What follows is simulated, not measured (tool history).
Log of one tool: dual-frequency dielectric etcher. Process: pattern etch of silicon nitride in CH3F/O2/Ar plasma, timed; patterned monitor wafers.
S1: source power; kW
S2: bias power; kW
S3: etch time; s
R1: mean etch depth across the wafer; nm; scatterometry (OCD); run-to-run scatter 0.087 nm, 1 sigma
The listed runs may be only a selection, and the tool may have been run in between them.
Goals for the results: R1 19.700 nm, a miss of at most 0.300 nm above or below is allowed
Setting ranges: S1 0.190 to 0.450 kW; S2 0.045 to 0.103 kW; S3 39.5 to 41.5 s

Run 1, hour 0.0: S1 0.320 kW, S2 0.074 kW, S3 39.5 s. Result: R1 26.264 nm.
Run 2, hour 8.4: S1 0.320 kW, S2 0.074 kW, S3 41.5 s. Result: R1 27.821 nm.
Run 3, hour 13.8: S1 0.360 kW, S2 0.074 kW, S3 41.5 s. Result: R1 29.532 nm.
Run 4, hour 19.6: S1 0.390 kW, S2 0.074 kW, S3 41.5 s. Result: R1 30.144 nm.
Run 5, hour 26.8: S1 0.340 kW, S2 0.067 kW, S3 41.0 s. Result: R1 26.982 nm.
Run 6, hour 34.0: S1 0.290 kW, S2 0.067 kW, S3 41.0 s. Result: R1 25.156 nm.
Run 7, hour 40.3: S1 0.270 kW, S2 0.063 kW, S3 41.0 s. Result: R1 23.801 nm.
Run 8, hour 40.9: S1 0.250 kW, S2 0.060 kW, S3 41.0 s. Result: R1 22.591 nm.
Run 9, hour 49.4: S1 0.240 kW, S2 0.058 kW, S3 41.0 s. Result: R1 21.772 nm.
Run 10, hour 53.4: S1 0.190 kW, S2 0.052 kW, S3 41.0 s. Result: R1 18.588 nm.
Run 11, hour 59.2: S1 0.200 kW, S2 0.052 kW, S3 41.0 s. Result: R1 19.191 nm.

5 next moves are on the table. One of them brings every result within its allowed miss. Which?
Run A, hour 65.0: S1 0.200 kW, S2 0.052 kW, S3 40.5 s. Result: R1 ?.
Run B, hour 65.0: S1 0.200 kW, S2 0.058 kW, S3 40.5 s. Result: R1 ?.
Run C, hour 65.0: S1 0.210 kW, S2 0.050 kW, S3 40.5 s. Result: R1 ?.
Run D, hour 65.0: S1 0.200 kW, S2 0.046 kW, S3 41.5 s. Result: R1 ?.
Run E, hour 65.0: S1 0.250 kW, S2 0.045 kW, S3 41.5 s. Result: R1 ?.

move      R1
   A  18.696
   B  19.562
   C  18.849
   D  18.214
   E  20.153
A: moves away from the targets compared with the last run
B: all results land within tolerance of their targets
C: moves away from the targets compared with the last run
D: moves away from the targets compared with the last run
E: takes the biggest miss from the last run beyond its target
Correct choice: B, which meets every target
